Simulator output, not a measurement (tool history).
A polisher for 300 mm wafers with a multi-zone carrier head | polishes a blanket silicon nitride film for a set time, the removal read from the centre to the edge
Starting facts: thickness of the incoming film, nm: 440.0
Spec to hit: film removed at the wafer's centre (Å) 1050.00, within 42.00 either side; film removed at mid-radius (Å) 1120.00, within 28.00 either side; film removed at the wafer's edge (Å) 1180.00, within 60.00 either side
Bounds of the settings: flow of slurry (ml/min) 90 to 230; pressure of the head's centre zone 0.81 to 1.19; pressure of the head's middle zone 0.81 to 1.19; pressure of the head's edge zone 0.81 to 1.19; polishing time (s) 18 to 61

run	hour	flow of slurry (ml/min)	pressure of the head's centre zone	pressure of the head's middle zone	pressure of the head's edge zone	polishing time (s)	film removed at the wafer's centre (Å)	film removed at mid-radius (Å)	film removed at the wafer's edge (Å)
1	0.0	150	1.00	1.00	1.00	39	878.06	900.63	865.32
2	2.1	175	1.00	1.00	1.00	39	890.84	916.88	889.72
3	5.6	175	1.00	1.07	1.00	39	892.08	943.91	900.87
4	8.4	185	1.00	1.08	1.05	40	936.07	998.05	924.43
5	17.2	185	0.92	1.08	1.05	40	843.05	986.69	942.37
6	21.9	190	0.92	1.04	1.07	42	909.99	1011.80	965.50
7	22.8	170	0.90	1.00	1.08	45	929.13	1047.60	1049.40
8	23.9	170	0.90	1.00	1.08	45	931.68	1055.00	1024.60
9	25.5	175	0.89	0.96	1.11	46	929.23	1056.60	1116.90
10	30.7	175	0.89	0.96	1.11	46	938.32	1053.40	1085.80

Next run, 5 choices. One meets every target within its allowed miss, the rest don't. Which?
A	35.9	175	0.99	1.00	1.01	46	?	?	?
B	35.9	185	1.08	1.09	0.98	43	?	?	?
C	35.9	230	1.04	1.00	0.94	47	?	?	?
D	35.9	200	0.92	0.95	1.13	48	?	?	?
E	35.9	150	1.08	1.02	1.02	47	?	?	?

move	film removed at the wafer's centre (Å)	film removed at mid-radius (Å)	film removed at the wafer's edge (Å)
A	1028.20	1073.10	1025.30
B	1045.80	1066.20	949.18
C	1141.10	1136.20	1039.30
D	1028.70	1105.80	1147.40
E	1103.00	1083.60	1034.70
A: the furthest-off result lands on target, but another misses its tolerance
B: the furthest-off result lands on target, but another misses its tolerance
C: pushes the last run's worst result past its target
D: all results land within tolerance of their targets
E: pushes the last run's worst result past its target
So the answer is move D, the one that meets all the targets.
